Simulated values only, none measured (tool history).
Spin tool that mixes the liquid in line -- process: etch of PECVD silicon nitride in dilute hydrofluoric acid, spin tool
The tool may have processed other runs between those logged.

| run | hour | temperature setpoint of the liquid (C) | parts of water to one part of 49 % hydrofluoric acid (parts by volume) | time under the liquid (s) | thickness taken off the PECVD silicon nitride on a monitor wafer (Å) |
|---|---|---|---|---|---|
| 1 | 0 | 26 | 215 | 285 | 45.231 |
| 2 | 1.9 | 28.5 | 205 | 285 | 53.917 |
| 3 | 10.7 | 28.5 | 205 | 305 | 58.955 |
| 4 | 15.9 | 28.5 | 205 | 285 | 54.89 |
| 5 | 20.5 | 25 | 205 | 285 | 44.212 |
| 6 | 28 | 28 | 195 | 285 | 55.535 |

Run 7 has not been measured yet. What should we expect?
| 7 | 34.4 | 30 | 190 | 285 | ? |

Run 7 came out at thickness taken off the PECVD silicon nitride on a monitor wafer (Å) 64.678.

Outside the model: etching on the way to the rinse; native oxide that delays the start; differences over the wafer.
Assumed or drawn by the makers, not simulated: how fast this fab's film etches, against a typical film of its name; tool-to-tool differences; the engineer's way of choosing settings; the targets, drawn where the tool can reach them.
